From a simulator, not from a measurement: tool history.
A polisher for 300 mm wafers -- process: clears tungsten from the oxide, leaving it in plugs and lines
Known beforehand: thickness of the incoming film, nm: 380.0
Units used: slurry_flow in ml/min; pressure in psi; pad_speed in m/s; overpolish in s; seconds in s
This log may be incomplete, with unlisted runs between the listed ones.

run	hour	slurry_flow	pressure	pad_speed	slurry_solids	overpolish	seconds
1	0	200	2.9	0.98	1	30	92.05
2	2.1	200	2.6	0.98	1	30	101.48
3	10	200	2.4	0.98	1	30	113.23
4	18.6	200	2.4	0.98	1	32	113.33
5	22	175	2.4	0.98	1	32	109.87
6	30.8	175	2.2	0.98	1	32	122.16

Estimate the outcome of run 7 from the log above:
7	39.1	175	2.1	0.98	1	32	?

{"run 7": {"seconds": 127.33}}
